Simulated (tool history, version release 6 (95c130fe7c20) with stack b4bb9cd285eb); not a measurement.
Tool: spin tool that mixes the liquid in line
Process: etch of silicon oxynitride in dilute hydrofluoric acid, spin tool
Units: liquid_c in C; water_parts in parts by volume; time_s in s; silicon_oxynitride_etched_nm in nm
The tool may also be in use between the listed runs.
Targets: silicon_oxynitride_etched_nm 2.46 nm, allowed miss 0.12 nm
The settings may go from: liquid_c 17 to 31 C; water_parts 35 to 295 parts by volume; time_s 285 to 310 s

run,hour,liquid_c,water_parts,time_s,silicon_oxynitride_etched_nm
1,0,23,165,285,4.6365
2,8.9,23,135,285,5.799
3,14.3,23,165,285,4.7566
4,16.4,22,175,285,4.1611
5,20.2,23.5,175,285,4.4582
6,26.7,21,175,285,4.1252
7,28.2,20.5,185,285,3.6339
8,30.8,20,190,285,3.4839

Which of these 5 next moves meets every target?
A,33.4,19.5,215,285,?
B,33.4,18.5,205,285,?
C,33.4,20,165,310,?
D,33.4,19,160,310,?
E,33.4,17,225,285,?

move,silicon_oxynitride_etched_nm
A,2.9452
B,2.9679
C,4.4213
D,4.3637
E,2.489
A: nearer than the last run, and not there yet
B: nearer than the last run, and not there yet
C: further off than the last run
D: further off than the last run
E: meets every target
The right move is E.
